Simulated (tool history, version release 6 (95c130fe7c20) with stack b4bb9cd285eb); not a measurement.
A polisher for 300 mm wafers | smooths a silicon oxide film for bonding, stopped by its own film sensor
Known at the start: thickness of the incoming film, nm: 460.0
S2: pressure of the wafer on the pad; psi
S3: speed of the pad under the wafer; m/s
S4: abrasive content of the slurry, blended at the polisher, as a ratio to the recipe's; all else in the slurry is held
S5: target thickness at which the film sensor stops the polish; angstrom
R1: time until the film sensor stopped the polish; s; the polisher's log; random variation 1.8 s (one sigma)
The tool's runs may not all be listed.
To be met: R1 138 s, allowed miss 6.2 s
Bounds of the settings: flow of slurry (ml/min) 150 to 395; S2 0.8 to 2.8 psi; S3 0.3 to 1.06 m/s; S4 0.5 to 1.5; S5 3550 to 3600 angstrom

run 1 hour=0 | flow_of_slurry_(ml/min)=250 S2=1.8 S3=0.68 S4=1 S5=3600 | R1=196.76
run 2 hour=7.6 | flow_of_slurry_(ml/min)=250 S2=2 S3=0.68 S4=1 S5=3600 | R1=181.83
run 3 hour=9.8 | flow_of_slurry_(ml/min)=250 S2=1.6 S3=0.68 S4=1 S5=3600 | R1=223.81
run 4 hour=18.1 | flow_of_slurry_(ml/min)=250 S2=1.8 S3=0.68 S4=1 S5=3600 | R1=197.83
run 5 hour=20.6 | flow_of_slurry_(ml/min)=250 S2=1.8 S3=0.68 S4=1.1 S5=3600 | R1=183.72
run 6 hour=26.1 | flow_of_slurry_(ml/min)=250 S2=1.9 S3=0.68 S4=1.1 S5=3600 | R1=177.02
run 7 hour=31.2 | flow_of_slurry_(ml/min)=250 S2=1.9 S3=0.68 S4=1.1 S5=3600 | R1=174.02
run 8 hour=37.3 | flow_of_slurry_(ml/min)=250 S2=2 S3=0.68 S4=1.1 S5=3600 | R1=168.85
run 9 hour=40.5 | flow_of_slurry_(ml/min)=250 S2=2.1 S3=0.68 S4=1.1 S5=3600 | R1=161.57
run 10 hour=44.6 | flow_of_slurry_(ml/min)=250 S2=2.2 S3=0.68 S4=1.1 S5=3600 | R1=156.77
run 11 hour=46.8 | flow_of_slurry_(ml/min)=250 S2=2.3 S3=0.68 S4=1.1 S5=3600 | R1=145.91

5 next moves are on the table. One of them brings every result within its allowed miss. Which?
run A hour=49 | flow_of_slurry_(ml/min)=300 S2=2.4 S3=0.62 S4=1.2 S5=3550 | R1=?
run B hour=49 | flow_of_slurry_(ml/min)=265 S2=2.4 S3=0.8 S4=1 S5=3560 | R1=?
run C hour=49 | flow_of_slurry_(ml/min)=190 S2=2.3 S3=0.66 S4=1.1 S5=3560 | R1=?
run D hour=49 | flow_of_slurry_(ml/min)=230 S2=2.3 S3=0.66 S4=1.15 S5=3570 | R1=?
run E hour=49 | flow_of_slurry_(ml/min)=255 S2=2.4 S3=0.66 S4=1 S5=3580 | R1=?

move=A R1=146.25
move=B R1=133.23
move=C R1=156.59
move=D R1=148.6
move=E R1=152.87
A: as far off as the last run
B: meets every target
C: further off than the last run
D: further off than the last run
E: further off than the last run
Answer: B
